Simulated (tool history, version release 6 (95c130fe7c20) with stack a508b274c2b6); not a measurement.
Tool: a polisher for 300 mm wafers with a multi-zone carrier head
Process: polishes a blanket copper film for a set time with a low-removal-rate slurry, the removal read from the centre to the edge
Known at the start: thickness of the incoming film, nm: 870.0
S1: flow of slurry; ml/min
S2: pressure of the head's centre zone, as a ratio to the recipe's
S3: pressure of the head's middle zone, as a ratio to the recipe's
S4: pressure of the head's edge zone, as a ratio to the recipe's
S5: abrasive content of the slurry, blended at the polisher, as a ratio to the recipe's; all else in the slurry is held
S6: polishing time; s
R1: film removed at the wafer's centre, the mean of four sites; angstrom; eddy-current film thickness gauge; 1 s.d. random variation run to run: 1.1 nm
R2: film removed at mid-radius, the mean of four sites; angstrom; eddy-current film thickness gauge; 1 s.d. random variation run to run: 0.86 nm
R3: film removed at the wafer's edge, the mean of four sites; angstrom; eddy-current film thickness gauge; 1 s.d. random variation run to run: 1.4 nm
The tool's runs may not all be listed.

{"run": 1, "day": 0.0, "S1": 310, "S2": 1, "S3": 1, "S4": 1, "S5": 1, "S6": 77, "R1": 2098, "R2": 2064.1, "R3": 2143}
{"run": 2, "day": 0.133, "S1": 310, "S2": 1, "S3": 1, "S4": 1, "S5": 1.1, "S6": 77, "R1": 2172.1, "R2": 2117.2, "R3": 2214.6}
{"run": 3, "day": 0.262, "S1": 310, "S2": 1, "S3": 1.07, "S4": 1, "S5": 1.1, "S6": 77, "R1": 2180.5, "R2": 2206.6, "R3": 2280.7}
{"run": 4, "day": 0.558, "S1": 310, "S2": 0.92, "S3": 1.07, "S4": 1, "S5": 1.1, "S6": 77, "R1": 1996.1, "R2": 2256, "R3": 2244.9}
{"run": 5, "day": 0.712, "S1": 310, "S2": 0.89, "S3": 1.07, "S4": 1, "S5": 1.1, "S6": 77, "R1": 1961.5, "R2": 2253.8, "R3": 2240.3}
{"run": 6, "day": 0.754, "S1": 310, "S2": 0.89, "S3": 1.07, "S4": 1, "S5": 1.1, "S6": 94, "R1": 2332.4, "R2": 2751, "R3": 2715.5}
{"run": 7, "day": 0.9, "S1": 315, "S2": 0.89, "S3": 1.03, "S4": 0.94, "S5": 0.9, "S6": 77, "R1": 1857.8, "R2": 2109, "R3": 2125.1}
{"run": 8, "day": 1.042, "S1": 275, "S2": 0.92, "S3": 1.04, "S4": 0.9, "S5": 0.8, "S6": 64, "R1": 1570.7, "R2": 1714.6, "R3": 1671.3}

Run 9 has not been measured yet. What should we expect?
{"run": 9, "day": 1.396, "S1": 255, "S2": 0.93, "S3": 1.04, "S4": 0.87, "S5": 0.7, "S6": 57, "R1": "?", "R2": "?", "R3": "?"}

Run 9 produced R1 1360.4 angstrom, R2 1481.5 angstrom, R3 1465.7 angstrom.
